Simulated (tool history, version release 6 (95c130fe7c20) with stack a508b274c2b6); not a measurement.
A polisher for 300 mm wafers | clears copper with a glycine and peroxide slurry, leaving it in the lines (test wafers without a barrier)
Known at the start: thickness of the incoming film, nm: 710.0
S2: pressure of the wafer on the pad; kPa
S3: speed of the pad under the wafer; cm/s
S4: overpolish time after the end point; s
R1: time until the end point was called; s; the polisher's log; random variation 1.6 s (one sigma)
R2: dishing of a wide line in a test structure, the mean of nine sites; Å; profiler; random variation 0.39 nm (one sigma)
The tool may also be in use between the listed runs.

run 1 hour=0.0 | flow_of_slurry_(ml/min)=225 S2=15.9 S3=130 S4=10 | R1=110.41 R2=232.15
run 2 hour=8.3 | flow_of_slurry_(ml/min)=225 S2=16.5 S3=132 S4=9 | R1=105.89 R2=221.45
run 3 hour=12.9 | flow_of_slurry_(ml/min)=280 S2=16.5 S3=132 S4=9 | R1=100.33 R2=226.59
run 4 hour=21.4 | flow_of_slurry_(ml/min)=280 S2=14.5 S3=132 S4=9 | R1=113.48 R2=218.09
run 5 hour=26.7 | flow_of_slurry_(ml/min)=280 S2=15.2 S3=134 S4=8 | R1=105.45 R2=215.68
run 6 hour=34.1 | flow_of_slurry_(ml/min)=280 S2=13.1 S3=134 S4=8 | R1=122.20 R2=202.43
run 7 hour=38.9 | flow_of_slurry_(ml/min)=280 S2=13.8 S3=136 S4=7 | R1=115.89 R2=202.13

The next listed run, before its measurement:
run 8 hour=41.9 | flow_of_slurry_(ml/min)=285 S2=14.5 S3=140 S4=6 | R1=? R2=?

{"run 8": {"R1": 106.43, "R2": 194.44}}
